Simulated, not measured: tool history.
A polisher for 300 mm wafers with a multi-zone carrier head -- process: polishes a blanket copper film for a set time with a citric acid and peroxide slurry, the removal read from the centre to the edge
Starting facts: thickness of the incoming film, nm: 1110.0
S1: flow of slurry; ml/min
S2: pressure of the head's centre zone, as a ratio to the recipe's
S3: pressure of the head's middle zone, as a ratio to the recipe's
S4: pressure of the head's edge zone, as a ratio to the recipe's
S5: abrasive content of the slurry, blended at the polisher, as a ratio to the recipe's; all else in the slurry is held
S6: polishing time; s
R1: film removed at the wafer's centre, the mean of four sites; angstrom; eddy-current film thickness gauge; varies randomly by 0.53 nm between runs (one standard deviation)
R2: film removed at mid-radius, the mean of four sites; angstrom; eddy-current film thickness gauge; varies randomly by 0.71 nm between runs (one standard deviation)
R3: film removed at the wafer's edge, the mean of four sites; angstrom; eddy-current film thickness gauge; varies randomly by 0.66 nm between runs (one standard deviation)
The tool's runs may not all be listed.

| run | hour | S1 | S2 | S3 | S4 | S5 | S6 | R1 | R2 | R3 |
|---|---|---|---|---|---|---|---|---|---|---|
| 1 | 0.0 | 155 | 1.00 | 1.00 | 1.00 | 1.00 | 38 | 816.10 | 827.17 | 843.56 |
| 2 | 5.4 | 160 | 1.01 | 1.02 | 0.96 | 0.90 | 36 | 763.30 | 792.00 | 759.66 |
| 3 | 11.3 | 160 | 1.01 | 1.02 | 0.93 | 0.80 | 35 | 734.95 | 753.99 | 700.82 |
| 4 | 16.3 | 160 | 1.01 | 1.10 | 0.93 | 0.80 | 35 | 719.95 | 809.40 | 707.00 |
| 5 | 17.0 | 160 | 1.01 | 1.10 | 0.96 | 0.80 | 35 | 719.66 | 790.26 | 729.21 |
| 6 | 24.9 | 160 | 1.01 | 1.10 | 0.96 | 0.80 | 42 | 861.56 | 946.42 | 850.77 |
| 7 | 31.5 | 160 | 1.00 | 1.09 | 0.93 | 0.75 | 39 | 794.62 | 875.01 | 785.08 |
| 8 | 35.6 | 155 | 1.00 | 1.09 | 0.91 | 0.70 | 37 | 739.64 | 813.29 | 724.93 |
| 9 | 42.9 | 160 | 1.00 | 1.09 | 0.89 | 0.65 | 35 | 680.36 | 753.93 | 661.87 |
| 10 | 50.3 | 165 | 1.00 | 1.09 | 0.87 | 0.60 | 34 | 644.95 | 735.74 | 630.36 |

Run 11 is up next; what results do you expect?
| 11 | 53.0 | 165 | 1.01 | 1.09 | 0.86 | 0.60 | 33 | ? | ? | ? |

{"run 11": {"R1": 643.51, "R2": 695.09, "R3": 584.86}}
